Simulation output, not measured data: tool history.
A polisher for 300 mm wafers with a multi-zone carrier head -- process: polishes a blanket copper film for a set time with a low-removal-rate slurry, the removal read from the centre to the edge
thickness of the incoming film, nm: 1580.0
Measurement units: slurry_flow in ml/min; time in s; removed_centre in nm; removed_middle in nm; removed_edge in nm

run	hour	slurry_flow	centre_zone	middle_zone	edge_zone	slurry_solids	time	removed_centre	removed_middle	removed_edge
1	0.0	135	1.00	1.00	1.00	1.00	56	203.31	197.64	195.75
2	4.8	135	1.00	1.00	1.05	1.00	56	199.69	198.05	196.90
3	8.5	135	1.00	1.00	1.05	1.15	56	209.53	206.17	212.83
4	12.9	140	1.02	1.01	1.05	1.20	56	221.46	216.05	212.53
5	13.9	140	1.02	1.05	1.05	1.20	56	221.31	216.80	214.57
6	19.7	145	1.03	1.04	1.07	1.25	56	224.02	220.82	224.73
7	21.5	150	1.05	1.04	1.07	1.25	56	232.55	219.82	220.32
8	29.3	155	1.06	1.05	1.08	1.30	56	238.41	229.62	225.86

For run 9, what comes out?
9	34.0	160	1.07	1.05	1.09	1.30	56	?	?	?

Run 9 produced removed_centre 241.28 nm, removed_middle 232.53 nm, removed_edge 225.13 nm.

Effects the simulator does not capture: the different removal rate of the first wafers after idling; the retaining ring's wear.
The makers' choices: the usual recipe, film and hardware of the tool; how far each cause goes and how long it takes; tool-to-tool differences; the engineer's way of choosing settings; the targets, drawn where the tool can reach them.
